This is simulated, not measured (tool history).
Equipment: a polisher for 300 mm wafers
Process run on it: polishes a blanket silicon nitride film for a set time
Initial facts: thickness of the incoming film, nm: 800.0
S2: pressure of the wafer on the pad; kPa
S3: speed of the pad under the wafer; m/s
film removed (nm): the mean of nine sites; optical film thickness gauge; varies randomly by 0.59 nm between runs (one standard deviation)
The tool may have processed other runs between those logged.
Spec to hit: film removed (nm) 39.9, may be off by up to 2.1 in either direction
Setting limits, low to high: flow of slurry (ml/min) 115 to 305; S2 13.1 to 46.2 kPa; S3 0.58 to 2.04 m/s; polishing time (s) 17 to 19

Run 1, hour 0: flow of slurry (ml/min) 195, S2 29.6 kPa, S3 1.3 m/s, polishing time (s) 19. Result: film removed (nm) 54.381.
Run 2, hour 2.8: flow of slurry (ml/min) 195, S2 27.6 kPa, S3 1.28 m/s, polishing time (s) 19. Result: film removed (nm) 49.606.
Run 3, hour 11.2: flow of slurry (ml/min) 195, S2 33.8 kPa, S3 1.28 m/s, polishing time (s) 19. Result: film removed (nm) 60.244.
Run 4, hour 18.4: flow of slurry (ml/min) 195, S2 30.3 kPa, S3 1.26 m/s, polishing time (s) 19. Result: film removed (nm) 55.101.
Run 5, hour 24.2: flow of slurry (ml/min) 195, S2 36.5 kPa, S3 1.26 m/s, polishing time (s) 19. Result: film removed (nm) 66.37.
Run 6, hour 30.4: flow of slurry (ml/min) 195, S2 36.5 kPa, S3 1.26 m/s, polishing time (s) 19. Result: film removed (nm) 64.702.
Run 7, hour 31.1: flow of slurry (ml/min) 195, S2 36.5 kPa, S3 1.26 m/s, polishing time (s) 19. Result: film removed (nm) 63.804.
Run 8, hour 35: flow of slurry (ml/min) 195, S2 32.4 kPa, S3 1.24 m/s, polishing time (s) 19. Result: film removed (nm) 57.512.
At hour 41.9: slurry nozzle cleaned.
Run 9, hour 41.9: flow of slurry (ml/min) 195, S2 29.6 kPa, S3 1.22 m/s, polishing time (s) 19. Result: film removed (nm) 54.967.
Run 10, hour 46.7: flow of slurry (ml/min) 195, S2 26.9 kPa, S3 1.2 m/s, polishing time (s) 19. Result: film removed (nm) 48.606.
Run 11, hour 49.9: flow of slurry (ml/min) 195, S2 25.5 kPa, S3 1.18 m/s, polishing time (s) 19. Result: film removed (nm) 45.661.
Run 12, hour 54: flow of slurry (ml/min) 195, S2 24.1 kPa, S3 1.18 m/s, polishing time (s) 19. Result: film removed (nm) 43.033.

4 candidate next runs follow, results not yet known. Just one meets every target within its allowed miss. Identify it.
Run A, hour 58.1: flow of slurry (ml/min) 145, S2 29.6 kPa, S3 0.84 m/s, polishing time (s) 19. Result: film removed (nm) ?.
Run B, hour 58.1: flow of slurry (ml/min) 180, S2 35.9 kPa, S3 0.68 m/s, polishing time (s) 17. Result: film removed (nm) ?.
Run C, hour 58.1: flow of slurry (ml/min) 265, S2 35.2 kPa, S3 0.76 m/s, polishing time (s) 19. Result: film removed (nm) ?.
Run D, hour 58.1: flow of slurry (ml/min) 240, S2 26.9 kPa, S3 0.94 m/s, polishing time (s) 17. Result: film removed (nm) ?.

move  film removed (nm)
   A             38.792
   B             35.898
   C             44.367
   D             35.992
A: in spec on every target
B: the result that was furthest off in the last run now lies on the other side of its target
C: its largest miss is bigger than the last run's
D: the result that was furthest off in the last run now lies on the other side of its target
The right move is A.

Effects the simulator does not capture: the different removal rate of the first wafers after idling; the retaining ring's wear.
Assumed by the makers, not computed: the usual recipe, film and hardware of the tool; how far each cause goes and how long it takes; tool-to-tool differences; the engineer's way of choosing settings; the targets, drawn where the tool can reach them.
